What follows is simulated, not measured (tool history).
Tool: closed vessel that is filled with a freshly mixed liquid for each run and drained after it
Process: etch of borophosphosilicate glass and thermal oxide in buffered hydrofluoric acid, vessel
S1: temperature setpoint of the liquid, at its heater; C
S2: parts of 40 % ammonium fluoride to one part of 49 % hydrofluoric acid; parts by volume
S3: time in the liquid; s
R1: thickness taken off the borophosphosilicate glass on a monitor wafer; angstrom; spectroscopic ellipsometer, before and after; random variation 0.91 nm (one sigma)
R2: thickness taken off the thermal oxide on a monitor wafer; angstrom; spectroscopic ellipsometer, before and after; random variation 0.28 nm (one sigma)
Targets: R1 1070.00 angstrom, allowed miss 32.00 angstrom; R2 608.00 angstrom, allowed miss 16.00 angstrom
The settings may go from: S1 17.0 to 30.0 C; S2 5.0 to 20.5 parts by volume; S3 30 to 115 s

run	hour	S1	S2	S3	R1	R2
1	0.0	22.0	12.5	60	842.91	480.47
2	3.8	22.0	14.5	60	726.18	413.22
3	6.5	22.0	12.0	60	878.61	502.10
4	8.0	22.5	12.0	60	883.53	514.05
5	11.5	23.0	12.0	60	924.93	530.84
6	13.6	23.5	12.0	60	931.93	541.98
7	18.0	24.0	11.5	60	1009.00	582.79
8	25.8	24.5	11.5	60	1027.60	594.31

Which of these 5 next moves meets every target?
A	33.6	20.5	10.5	70	?	?
B	33.6	25.0	17.0	80	?	?
C	33.6	21.5	12.0	70	?	?
D	33.6	26.0	16.5	75	?	?
E	33.6	28.0	7.0	30	?	?

move	R1	R2
A	1062.30	608.98
B	966.07	556.88
C	984.54	565.34
D	984.53	567.76
E	1009.10	578.88
A: meets every target
B: further off than the last run
C: further off than the last run
D: further off than the last run
E: further off than the last run
Move A is the one to make.
